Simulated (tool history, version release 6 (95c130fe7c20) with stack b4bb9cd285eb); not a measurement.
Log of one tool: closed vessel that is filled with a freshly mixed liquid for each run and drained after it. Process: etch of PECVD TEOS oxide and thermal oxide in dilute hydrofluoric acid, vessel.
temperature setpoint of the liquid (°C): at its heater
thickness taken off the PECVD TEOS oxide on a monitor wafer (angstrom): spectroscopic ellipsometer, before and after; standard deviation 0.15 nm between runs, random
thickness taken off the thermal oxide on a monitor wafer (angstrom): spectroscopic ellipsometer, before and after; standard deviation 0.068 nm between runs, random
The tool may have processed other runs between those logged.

run	day	temperature setpoint of the liquid (°C)	parts of water to one part of 49 % hydrofluoric acid (parts by volume)	time in the liquid (s)	thickness taken off the PECVD TEOS oxide on a monitor wafer (angstrom)	thickness taken off the thermal oxide on a monitor wafer (angstrom)
1	0	23	200	430	310.22	86.778
2	0.05	23	175	430	359.98	99.859
3	0.075	24.5	175	430	383.73	105.68
4	0.4	22.5	185	430	332.59	91.466
5	0.671	24.5	185	430	360.7	98.749
6	0.988	24.5	230	430	276.48	77.661
7	1.046	23.5	230	430	265.38	74.204
8	1.362	23	230	430	258.27	72.977
9	1.692	22.5	230	430	255.2	70.62

Run 10 has not been measured yet. What should we expect?
10	1.838	22	230	430	?	?

thickness taken off the PECVD TEOS oxide on a monitor wafer (angstrom): 252.06
thickness taken off the thermal oxide on a monitor wafer (angstrom): 69.801
